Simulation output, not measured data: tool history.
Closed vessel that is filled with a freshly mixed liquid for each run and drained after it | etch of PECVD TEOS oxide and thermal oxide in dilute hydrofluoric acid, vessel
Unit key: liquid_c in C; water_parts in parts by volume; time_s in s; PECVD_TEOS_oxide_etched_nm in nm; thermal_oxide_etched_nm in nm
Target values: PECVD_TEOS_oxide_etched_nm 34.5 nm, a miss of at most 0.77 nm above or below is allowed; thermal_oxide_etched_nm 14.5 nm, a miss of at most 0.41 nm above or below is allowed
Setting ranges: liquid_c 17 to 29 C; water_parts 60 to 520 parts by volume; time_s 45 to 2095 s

run	hour	liquid_c	water_parts	time_s	PECVD_TEOS_oxide_etched_nm	thermal_oxide_etched_nm
1	0	21	290	1070	28.329	12.051
2	2.4	21	390	1070	19.089	8.1411
3	8.3	21	340	1070	22.897	9.7956
4	11.9	22.5	340	1070	24.371	10.159
5	15.8	19.5	340	1070	21.698	9.1735
6	20.7	22.5	330	1070	24.918	10.646
7	23.9	24.5	315	1070	28.874	12.233
8	26.7	24.5	315	1070	28.609	12.207
# hour 34.4: thermometer replaced
9	34.4	26	310	1070	32.798	13.703
10	40.8	26.5	310	1070	33.12	14.012
11	43.7	27	310	1070	34.043	14.074

Consider the 4 candidate settings below. Which is the only one whose results all fall within their allowed miss of target?
A	46.6	20.5	330	1400	?	?
B	46.6	25.5	260	920	?	?
C	46.6	25	355	1345	?	?
D	46.6	26.5	320	1100	?	?

move	PECVD_TEOS_oxide_etched_nm	thermal_oxide_etched_nm
A	33.033	13.674
B	35.15	14.551
C	33.67	13.938
D	33.225	13.754
A: moves away from the targets compared with the last run
B: all results in spec
C: moves away from the targets compared with the last run
D: moves away from the targets compared with the last run
B meets every target.
